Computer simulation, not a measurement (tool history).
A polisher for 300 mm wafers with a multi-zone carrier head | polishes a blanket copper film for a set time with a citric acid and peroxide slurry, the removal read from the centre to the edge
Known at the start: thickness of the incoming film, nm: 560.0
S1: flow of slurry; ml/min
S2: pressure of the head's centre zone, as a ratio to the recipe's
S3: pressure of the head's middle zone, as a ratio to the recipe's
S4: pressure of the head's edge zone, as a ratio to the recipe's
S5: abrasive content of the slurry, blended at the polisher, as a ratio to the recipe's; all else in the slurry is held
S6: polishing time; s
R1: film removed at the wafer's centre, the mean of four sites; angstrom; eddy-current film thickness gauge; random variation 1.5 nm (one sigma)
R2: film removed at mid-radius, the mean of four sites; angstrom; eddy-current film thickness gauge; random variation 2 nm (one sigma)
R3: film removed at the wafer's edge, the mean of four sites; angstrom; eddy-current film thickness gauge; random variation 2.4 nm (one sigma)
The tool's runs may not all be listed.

run	hour	S1	S2	S3	S4	S5	S6	R1	R2	R3
1	0	130	1	1	1	1	71	2254	2073.2	2043.3
2	1.9	120	0.99	0.95	0.99	0.85	70	2078	1868.8	1938
3	7.1	115	0.99	0.91	0.97	0.75	69	1945.7	1729.4	1828.5
4	8.3	115	0.99	0.91	0.89	0.75	69	1974	1673.1	1735.1
5	11.2	105	0.98	0.88	0.89	0.75	69	1938.1	1579.7	1720.4
# hour 15.2: centre zone pressure recalibrated
6	15.2	105	0.98	0.88	0.89	0.75	53	1343.1	1227.5	1283.1
7	19.6	125	1.01	0.86	0.95	0.85	53	1459.5	1284.9	1430.2
8	25.5	140	1.04	0.86	0.97	0.9	53	1578.3	1329.7	1466
9	33.7	150	1.05	0.86	1	0.95	53	1621.3	1382.3	1513.7

Run 10 comes next. What will it give?
10	39.6	155	1.06	0.85	1.03	1	53	?	?	?

Run 10 gave R1 1692.4 angstrom, R2 1391.1 angstrom, R3 1569.7 angstrom.
